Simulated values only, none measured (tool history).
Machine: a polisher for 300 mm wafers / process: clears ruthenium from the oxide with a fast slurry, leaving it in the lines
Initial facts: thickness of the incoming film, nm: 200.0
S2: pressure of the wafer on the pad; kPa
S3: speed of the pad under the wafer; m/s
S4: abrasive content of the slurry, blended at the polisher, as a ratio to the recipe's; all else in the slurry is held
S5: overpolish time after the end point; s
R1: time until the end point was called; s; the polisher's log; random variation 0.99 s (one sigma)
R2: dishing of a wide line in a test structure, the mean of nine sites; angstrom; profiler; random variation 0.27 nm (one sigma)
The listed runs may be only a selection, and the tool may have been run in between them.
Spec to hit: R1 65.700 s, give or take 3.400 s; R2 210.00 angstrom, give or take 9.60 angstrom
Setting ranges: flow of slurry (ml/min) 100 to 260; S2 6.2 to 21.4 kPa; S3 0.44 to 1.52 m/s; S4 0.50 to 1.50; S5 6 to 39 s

{"run": 1, "day": 0.0, "flow of slurry (ml/min)": 165, "S2": 13.8, "S3": 0.98, "S4": 1.0, "S5": 20, "R1": 81.808, "R2": 252.01}
{"run": 2, "day": 0.321, "flow of slurry (ml/min)": 165, "S2": 13.8, "S3": 0.98, "S4": 1.0, "S5": 15, "R1": 83.805, "R2": 209.55}
{"run": 3, "day": 0.442, "flow of slurry (ml/min)": 165, "S2": 13.8, "S3": 0.84, "S4": 1.0, "S5": 15, "R1": 94.326, "R2": 188.01}
{"run": 4, "day": 0.654, "flow of slurry (ml/min)": 170, "S2": 15.2, "S3": 0.84, "S4": 1.0, "S5": 14, "R1": 84.642, "R2": 192.43}
{"run": 5, "day": 0.721, "flow of slurry (ml/min)": 170, "S2": 15.2, "S3": 0.66, "S4": 1.0, "S5": 14, "R1": 106.37, "R2": 159.77}
{"run": 6, "day": 0.875, "flow of slurry (ml/min)": 135, "S2": 15.2, "S3": 0.66, "S4": 1.0, "S5": 14, "R1": 115.67, "R2": 149.91}
{"run": 7, "day": 1.179, "flow of slurry (ml/min)": 155, "S2": 16.5, "S3": 0.66, "S4": 1.0, "S5": 14, "R1": 100.04, "R2": 171.29}
{"run": 8, "day": 1.533, "flow of slurry (ml/min)": 175, "S2": 17.2, "S3": 0.66, "S4": 1.0, "S5": 13, "R1": 96.348, "R2": 165.49}
{"run": 9, "day": 1.767, "flow of slurry (ml/min)": 180, "S2": 17.9, "S3": 0.68, "S4": 1.0, "S5": 13, "R1": 91.373, "R2": 175.4}
{"run": 10, "day": 1.942, "flow of slurry (ml/min)": 185, "S2": 18.6, "S3": 0.7, "S4": 1.0, "S5": 12, "R1": 84.715, "R2": 173.35}
{"run": 11, "day": 2.188, "flow of slurry (ml/min)": 190, "S2": 19.3, "S3": 0.72, "S4": 1.0, "S5": 12, "R1": 76.008, "R2": 184.1}
{"run": 12, "day": 2.488, "flow of slurry (ml/min)": 195, "S2": 20.0, "S3": 0.72, "S4": 1.0, "S5": 12, "R1": 74.638, "R2": 192.38}
{"run": 13, "day": 2.817, "flow of slurry (ml/min)": 200, "S2": 20.0, "S3": 0.72, "S4": 1.0, "S5": 12, "R1": 73.389, "R2": 191.38}
{"run": 14, "day": 3.004, "flow of slurry (ml/min)": 205, "S2": 20.0, "S3": 0.72, "S4": 1.0, "S5": 12, "R1": 72.59, "R2": 194.99}
{"run": 15, "day": 3.375, "flow of slurry (ml/min)": 210, "S2": 20.0, "S3": 0.72, "S4": 1.0, "S5": 12, "R1": 73.483, "R2": 189.34}

Pick the move, out of 4, that brings all results within their allowed miss; only one does.
{"run": "A", "day": 3.746, "flow of slurry (ml/min)": 185, "S2": 18.6, "S3": 0.72, "S4": 1.0, "S5": 16, "R1": "?", "R2": "?"}
{"run": "B", "day": 3.746, "flow of slurry (ml/min)": 215, "S2": 19.3, "S3": 0.8, "S4": 0.95, "S5": 16, "R1": "?", "R2": "?"}
{"run": "C", "day": 3.746, "flow of slurry (ml/min)": 205, "S2": 19.3, "S3": 0.72, "S4": 1.1, "S5": 16, "R1": "?", "R2": "?"}
{"run": "D", "day": 3.746, "flow of slurry (ml/min)": 210, "S2": 20.0, "S3": 0.76, "S4": 1.15, "S5": 12, "R1": "?", "R2": "?"}

move=A R1=84.485 R2=224.11
move=B R1=74.923 R2=243.08
move=C R1=75.570 R2=241.70
move=D R1=67.382 R2=214.65
A: misses by more than the last run did
B: misses by more than the last run did
C: misses by more than the last run did
D: hits every target within its allowed miss
Answer: D
